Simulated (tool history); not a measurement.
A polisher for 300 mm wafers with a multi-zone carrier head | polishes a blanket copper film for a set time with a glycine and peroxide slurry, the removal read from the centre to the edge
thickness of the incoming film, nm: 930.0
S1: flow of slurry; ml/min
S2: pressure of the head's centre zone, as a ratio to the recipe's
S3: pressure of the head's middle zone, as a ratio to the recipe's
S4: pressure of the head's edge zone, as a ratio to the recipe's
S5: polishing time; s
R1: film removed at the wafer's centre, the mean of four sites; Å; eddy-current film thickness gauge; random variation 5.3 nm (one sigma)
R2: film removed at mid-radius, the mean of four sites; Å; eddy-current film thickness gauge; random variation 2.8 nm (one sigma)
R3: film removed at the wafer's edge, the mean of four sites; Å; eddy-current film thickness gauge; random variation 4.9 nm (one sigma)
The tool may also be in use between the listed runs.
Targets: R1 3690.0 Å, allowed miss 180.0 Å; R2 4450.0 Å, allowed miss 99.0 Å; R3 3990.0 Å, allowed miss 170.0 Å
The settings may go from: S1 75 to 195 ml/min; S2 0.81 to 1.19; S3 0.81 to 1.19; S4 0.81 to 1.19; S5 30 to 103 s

| run | hour | S1 | S2 | S3 | S4 | S5 | R1 | R2 | R3 |
|---|---|---|---|---|---|---|---|---|---|
| 1 | 0.0 | 125 | 1.00 | 1.00 | 1.00 | 66 | 3981.3 | 3929.5 | 3828.1 |
| 2 | 1.2 | 135 | 0.96 | 1.02 | 1.00 | 66 | 3833.8 | 4079.5 | 3888.4 |
| 3 | 5.5 | 135 | 0.96 | 1.02 | 1.04 | 66 | 3902.9 | 4048.3 | 3952.0 |
| 4 | 6.6 | 145 | 0.94 | 1.04 | 1.03 | 66 | 3841.0 | 4181.4 | 3881.5 |
| 5 | 12.2 | 150 | 0.92 | 1.05 | 1.04 | 66 | 3754.2 | 4267.7 | 4020.0 |
| 6 | 17.6 | 150 | 0.92 | 1.05 | 1.04 | 55 | 3076.0 | 3545.7 | 3396.2 |
| 7 | 26.5 | 160 | 0.93 | 1.08 | 1.07 | 57 | 3254.5 | 3801.1 | 3524.6 |
| 8 | 34.2 | 165 | 0.93 | 1.09 | 1.09 | 59 | 3456.0 | 3932.5 | 3775.5 |
| 9 | 41.1 | 170 | 0.93 | 1.12 | 1.09 | 60 | 3484.5 | 4128.8 | 3850.5 |
| 10 | 43.4 | 175 | 0.94 | 1.13 | 1.09 | 60 | 3522.4 | 4211.9 | 3883.9 |
| 11 | 51.5 | 180 | 0.95 | 1.14 | 1.09 | 60 | 3602.7 | 4235.2 | 3891.8 |
| 12 | 54.0 | 185 | 0.95 | 1.15 | 1.09 | 60 | 3549.4 | 4261.5 | 3860.4 |
| 13 | 54.9 | 185 | 0.96 | 1.16 | 1.10 | 60 | 3559.4 | 4333.3 | 3818.8 |

Which of these 5 next moves meets every target?
| A | 55.8 | 165 | 0.95 | 1.16 | 1.13 | 63 | ? | ? | ? |
| B | 55.8 | 190 | 1.04 | 1.15 | 1.13 | 62 | ? | ? | ? |
| C | 55.8 | 180 | 0.97 | 1.19 | 0.98 | 60 | ? | ? | ? |
| D | 55.8 | 180 | 0.93 | 1.19 | 1.09 | 63 | ? | ? | ? |
| E | 55.8 | 195 | 1.03 | 1.16 | 1.13 | 61 | ? | ? | ? |

| move | R1 | R2 | R3 |
|---|---|---|---|
| A | 3692.1 | 4414.2 | 4086.2 |
| B | 4073.9 | 4402.4 | 4084.6 |
| C | 3645.4 | 4356.2 | 3660.5 |
| D | 3669.6 | 4574.2 | 4049.6 |
| E | 3986.2 | 4380.1 | 4029.1 |
A: meets every target
B: brings the result that was furthest off to its target, and leaves another outside
C: brings the result that was furthest off to its target, and leaves another outside
D: takes the result that was furthest off past its target
E: brings the result that was furthest off to its target, and leaves another outside
Answer: A

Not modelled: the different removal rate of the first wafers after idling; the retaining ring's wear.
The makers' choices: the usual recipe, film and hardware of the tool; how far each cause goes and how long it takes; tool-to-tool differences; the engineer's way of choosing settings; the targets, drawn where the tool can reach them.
